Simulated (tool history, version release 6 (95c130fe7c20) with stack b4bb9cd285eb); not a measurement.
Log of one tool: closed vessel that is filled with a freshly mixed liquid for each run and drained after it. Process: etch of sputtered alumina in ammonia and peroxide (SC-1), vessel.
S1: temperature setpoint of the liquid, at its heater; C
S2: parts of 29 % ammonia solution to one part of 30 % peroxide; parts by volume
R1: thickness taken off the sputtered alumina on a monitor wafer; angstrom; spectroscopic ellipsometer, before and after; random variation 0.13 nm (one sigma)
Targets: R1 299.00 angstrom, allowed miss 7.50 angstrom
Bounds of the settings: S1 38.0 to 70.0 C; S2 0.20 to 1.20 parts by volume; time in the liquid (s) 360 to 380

Run 1, day 0.000: S1 54.0 C, S2 0.75 parts by volume, time in the liquid (s) 360. Result: R1 198.67 angstrom.
Run 2, day 0.338: S1 55.5 C, S2 0.75 parts by volume, time in the liquid (s) 360. Result: R1 216.70 angstrom.
Run 3, day 0.625: S1 56.5 C, S2 0.75 parts by volume, time in the liquid (s) 360. Result: R1 226.75 angstrom.
Run 4, day 0.958: S1 57.5 C, S2 0.75 parts by volume, time in the liquid (s) 360. Result: R1 238.30 angstrom.
Run 5, day 1.333: S1 58.5 C, S2 0.75 parts by volume, time in the liquid (s) 360. Result: R1 251.86 angstrom.
Run 6, day 1.433: S1 59.0 C, S2 0.75 parts by volume, time in the liquid (s) 360. Result: R1 257.64 angstrom.
Run 7, day 1.808: S1 59.5 C, S2 0.75 parts by volume, time in the liquid (s) 360. Result: R1 265.56 angstrom.
Run 8, day 2.029: S1 60.0 C, S2 0.75 parts by volume, time in the liquid (s) 360. Result: R1 272.26 angstrom.
Run 9, day 2.125: S1 60.5 C, S2 0.75 parts by volume, time in the liquid (s) 360. Result: R1 279.79 angstrom.
Run 10, day 2.233: S1 61.0 C, S2 0.75 parts by volume, time in the liquid (s) 360. Result: R1 286.37 angstrom.
Run 11, day 2.362: S1 61.0 C, S2 0.75 parts by volume, time in the liquid (s) 360. Result: R1 287.10 angstrom.

5 next moves are on the table. One of them brings every result within its allowed miss. Which?
Run A, day 2.492: S1 61.0 C, S2 0.80 parts by volume, time in the liquid (s) 360. Result: R1 ?.
Run B, day 2.492: S1 60.0 C, S2 0.70 parts by volume, time in the liquid (s) 365. Result: R1 ?.
Run C, day 2.492: S1 60.0 C, S2 0.60 parts by volume, time in the liquid (s) 380. Result: R1 ?.
Run D, day 2.492: S1 61.5 C, S2 1.00 parts by volume, time in the liquid (s) 360. Result: R1 ?.
Run E, day 2.492: S1 60.5 C, S2 0.75 parts by volume, time in the liquid (s) 360. Result: R1 ?.

move      R1
   A  287.82
   B  273.78
   C  280.90
   D  301.54
   E  278.85
A: nearer than the last run, and not there yet
B: further off than the last run
C: further off than the last run
D: meets every target
E: further off than the last run
Answer: D

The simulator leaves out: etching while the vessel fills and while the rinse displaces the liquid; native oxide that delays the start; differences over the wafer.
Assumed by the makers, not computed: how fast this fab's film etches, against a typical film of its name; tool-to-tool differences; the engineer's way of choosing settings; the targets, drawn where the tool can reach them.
